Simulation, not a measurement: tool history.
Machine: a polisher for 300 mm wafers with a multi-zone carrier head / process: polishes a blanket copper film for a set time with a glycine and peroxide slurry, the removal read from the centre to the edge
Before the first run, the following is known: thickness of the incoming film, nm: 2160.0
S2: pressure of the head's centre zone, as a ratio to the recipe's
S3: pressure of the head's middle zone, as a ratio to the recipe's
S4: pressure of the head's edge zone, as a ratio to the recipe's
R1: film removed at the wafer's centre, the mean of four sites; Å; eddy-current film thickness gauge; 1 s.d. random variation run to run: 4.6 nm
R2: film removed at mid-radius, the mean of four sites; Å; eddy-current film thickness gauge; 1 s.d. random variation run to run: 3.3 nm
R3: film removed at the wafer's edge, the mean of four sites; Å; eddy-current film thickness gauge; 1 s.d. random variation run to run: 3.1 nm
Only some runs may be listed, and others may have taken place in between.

{"run": 1, "hour": 0.0, "flow of slurry (ml/min)": 195, "S2": 1, "S3": 1, "S4": 1, "polishing time (s)": 52, "R1": 2676, "R2": 2635.5, "R3": 2720}
{"run": 2, "hour": 7.8, "flow of slurry (ml/min)": 195, "S2": 1, "S3": 1, "S4": 1, "polishing time (s)": 63, "R1": 3266.7, "R2": 3244, "R3": 3320.6}
{"run": 3, "hour": 14.0, "flow of slurry (ml/min)": 190, "S2": 1.04, "S3": 1, "S4": 0.94, "polishing time (s)": 62, "R1": 3336.3, "R2": 3133.6, "R3": 3140.1}
{"run": 4, "hour": 17.1, "flow of slurry (ml/min)": 190, "S2": 0.99, "S3": 1, "S4": 0.94, "polishing time (s)": 62, "R1": 3282.5, "R2": 3169.5, "R3": 3168.4}
{"run": 5, "hour": 24.1, "flow of slurry (ml/min)": 185, "S2": 1.02, "S3": 1, "S4": 0.9, "polishing time (s)": 61, "R1": 3220.5, "R2": 3148.1, "R3": 3045}
{"run": 6, "hour": 30.6, "flow of slurry (ml/min)": 185, "S2": 0.98, "S3": 1, "S4": 0.9, "polishing time (s)": 61, "R1": 3066.2, "R2": 3067.9, "R3": 3059.9}
{"run": 7, "hour": 37.3, "flow of slurry (ml/min)": 190, "S2": 1.03, "S3": 0.99, "S4": 0.88, "polishing time (s)": 60, "R1": 3284.5, "R2": 3111.9, "R3": 2998.1}

The next listed run, before its measurement:
{"run": 8, "hour": 46.2, "flow of slurry (ml/min)": 185, "S2": 1.06, "S3": 0.98, "S4": 0.86, "polishing time (s)": 59, "R1": "?", "R2": "?", "R3": "?"}

Logged for run 8: R1 3196.1 Å, R2 2963 Å, R3 2927.5 Å.

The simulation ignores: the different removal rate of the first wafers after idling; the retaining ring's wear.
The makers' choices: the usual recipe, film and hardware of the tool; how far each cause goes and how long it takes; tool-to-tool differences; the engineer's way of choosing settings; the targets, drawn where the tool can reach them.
